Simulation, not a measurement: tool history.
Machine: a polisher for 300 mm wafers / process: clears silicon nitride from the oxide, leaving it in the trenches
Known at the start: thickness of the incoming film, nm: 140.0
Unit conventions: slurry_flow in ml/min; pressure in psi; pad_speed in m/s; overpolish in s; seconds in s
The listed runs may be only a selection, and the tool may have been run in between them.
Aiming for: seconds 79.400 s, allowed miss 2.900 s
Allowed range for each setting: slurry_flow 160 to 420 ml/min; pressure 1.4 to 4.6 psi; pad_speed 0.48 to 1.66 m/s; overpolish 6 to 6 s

Run 1, hour 0.0: slurry_flow 270 ml/min, pressure 3.0 psi, pad_speed 1.06 m/s, overpolish 6 s. Result: seconds 128.520 s.
Run 2, hour 2.3: slurry_flow 270 ml/min, pressure 3.0 psi, pad_speed 0.82 m/s, overpolish 6 s. Result: seconds 160.670 s.
Run 3, hour 3.8: slurry_flow 270 ml/min, pressure 3.0 psi, pad_speed 0.82 m/s, overpolish 6 s. Result: seconds 163.690 s.
Run 4, hour 11.4: slurry_flow 270 ml/min, pressure 3.5 psi, pad_speed 0.88 m/s, overpolish 6 s. Result: seconds 129.470 s.
Run 5, hour 14.7: slurry_flow 330 ml/min, pressure 3.5 psi, pad_speed 0.88 m/s, overpolish 6 s. Result: seconds 129.670 s.
Run 6, hour 21.4: slurry_flow 330 ml/min, pressure 3.5 psi, pad_speed 1.12 m/s, overpolish 6 s. Result: seconds 102.060 s.
At hour 29.2: worn pad replaced by a new one.
Run 7, hour 29.2: slurry_flow 330 ml/min, pressure 3.7 psi, pad_speed 1.12 m/s, overpolish 6 s. Result: seconds 87.300 s.
Run 8, hour 35.1: slurry_flow 330 ml/min, pressure 3.8 psi, pad_speed 1.12 m/s, overpolish 6 s. Result: seconds 84.782 s.
Run 9, hour 35.8: slurry_flow 330 ml/min, pressure 3.9 psi, pad_speed 1.12 m/s, overpolish 6 s. Result: seconds 83.144 s.

Consider the 4 candidate settings below. Which is the only one whose results all fall within their allowed miss of target?
Run A, hour 36.5: slurry_flow 335 ml/min, pressure 4.0 psi, pad_speed 1.00 m/s, overpolish 6 s. Result: seconds ?.
Run B, hour 36.5: slurry_flow 405 ml/min, pressure 4.0 psi, pad_speed 1.12 m/s, overpolish 6 s. Result: seconds ?.
Run C, hour 36.5: slurry_flow 370 ml/min, pressure 3.3 psi, pad_speed 1.24 m/s, overpolish 6 s. Result: seconds ?.
Run D, hour 36.5: slurry_flow 350 ml/min, pressure 3.7 psi, pad_speed 1.16 m/s, overpolish 6 s. Result: seconds ?.

move  seconds
   A   89.626
   B   79.721
   C   88.132
   D   84.178
A: further off than the last run
B: all results land within tolerance of their targets
C: further off than the last run
D: further off than the last run
Go with B: it meets all targets.

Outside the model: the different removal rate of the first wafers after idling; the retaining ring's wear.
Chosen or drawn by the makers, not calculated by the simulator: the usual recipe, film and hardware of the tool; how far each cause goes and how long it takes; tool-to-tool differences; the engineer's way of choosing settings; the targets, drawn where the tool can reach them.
